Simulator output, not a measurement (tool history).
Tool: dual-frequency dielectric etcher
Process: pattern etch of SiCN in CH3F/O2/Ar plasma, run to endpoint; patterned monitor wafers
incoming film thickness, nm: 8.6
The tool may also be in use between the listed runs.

run	day	source power (kW)	bias power (kW)	endpoint time (s)
1	0	0.41	0.068	22.608
2	0.371	0.39	0.068	22.803
3	0.692	0.37	0.067	23.276
4	0.892	0.35	0.067	23.705
5	1.062	0.34	0.067	23.611
6	1.383	0.39	0.067	22.907
7	1.458	0.37	0.066	23.457
8	1.754	0.36	0.066	23.5

Run 9 comes next. What will it give?
9	1.888	0.35	0.066	?

{"run 9": {"endpoint time (s)": 23.69}}

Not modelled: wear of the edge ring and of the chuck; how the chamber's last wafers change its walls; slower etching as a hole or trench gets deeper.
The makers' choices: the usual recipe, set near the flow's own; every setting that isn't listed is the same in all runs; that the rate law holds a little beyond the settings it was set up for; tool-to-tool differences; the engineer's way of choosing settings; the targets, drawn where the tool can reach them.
